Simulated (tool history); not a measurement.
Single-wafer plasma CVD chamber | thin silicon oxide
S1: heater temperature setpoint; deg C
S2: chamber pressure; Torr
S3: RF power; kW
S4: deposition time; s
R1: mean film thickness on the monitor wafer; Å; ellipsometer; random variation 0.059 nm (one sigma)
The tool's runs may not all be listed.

run  hour   S1     S2     S3    S4      R1
  1   0.0  410  0.983  0.280  6.95  144.89
  2   7.5  405  0.983  0.280  6.95  145.96
  3  15.9  405  1.019  0.280  6.95  149.71
  4  24.1  405  1.049  0.280  6.95  151.72
  5  25.3  405  1.049  0.300  6.95  156.19
  6  26.3  405  1.071  0.300  6.95  157.68
  7  33.3  405  1.092  0.300  6.95  160.71

Run 8 comes next. What will it give?
     40.6  -- thermocouple changed; heater temperature recalibrated
  8  40.6  405  1.107  0.300  6.95   ?

{"run 8": {"R1": 161.77}}

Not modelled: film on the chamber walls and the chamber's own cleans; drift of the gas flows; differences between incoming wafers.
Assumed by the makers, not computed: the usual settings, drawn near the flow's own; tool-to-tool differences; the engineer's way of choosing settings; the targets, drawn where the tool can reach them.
